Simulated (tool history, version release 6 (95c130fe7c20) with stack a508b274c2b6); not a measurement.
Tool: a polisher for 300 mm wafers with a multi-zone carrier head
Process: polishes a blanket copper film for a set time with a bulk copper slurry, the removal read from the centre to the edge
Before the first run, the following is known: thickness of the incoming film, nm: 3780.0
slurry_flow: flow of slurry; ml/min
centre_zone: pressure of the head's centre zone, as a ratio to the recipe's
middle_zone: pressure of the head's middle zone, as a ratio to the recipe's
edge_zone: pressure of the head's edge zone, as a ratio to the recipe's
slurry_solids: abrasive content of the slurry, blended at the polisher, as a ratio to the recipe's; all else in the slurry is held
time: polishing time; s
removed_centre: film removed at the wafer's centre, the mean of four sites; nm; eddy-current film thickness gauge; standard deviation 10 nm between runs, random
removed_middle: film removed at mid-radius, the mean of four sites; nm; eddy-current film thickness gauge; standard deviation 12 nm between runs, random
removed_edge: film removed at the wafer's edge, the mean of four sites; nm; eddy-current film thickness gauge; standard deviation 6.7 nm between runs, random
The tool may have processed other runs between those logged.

run,hour,slurry_flow,centre_zone,middle_zone,edge_zone,slurry_solids,time,removed_centre,removed_middle,removed_edge
1,0.0,310,1.00,1.00,1.00,1.00,65,1160.0,1138.8,1192.50
2,3.2,310,1.00,1.00,0.94,1.00,65,1130.8,1149.8,1165.10
3,7.0,310,1.05,1.00,0.94,1.00,65,1207.8,1155.2,1158.30
4,10.6,310,1.05,1.00,0.94,1.15,65,1238.5,1192.7,1193.90
5,12.9,310,1.04,1.00,0.91,1.00,64,1182.8,1132.4,1142.20
6,13.8,310,1.04,1.03,0.89,0.90,62,1128.0,1096.6,1072.90
7,16.1,305,1.03,1.04,0.87,0.80,61,1061.1,1055.6,1015.70
8,17.8,295,1.02,1.04,0.85,0.75,61,1027.2,1046.9,991.95

Expected results for the next run?
9,18.6,285,1.02,1.03,0.84,0.75,61,?,?,?

Run 9 measured removed_centre 1020.0 nm, removed_middle 1056.6 nm, removed_edge 980.48 nm.
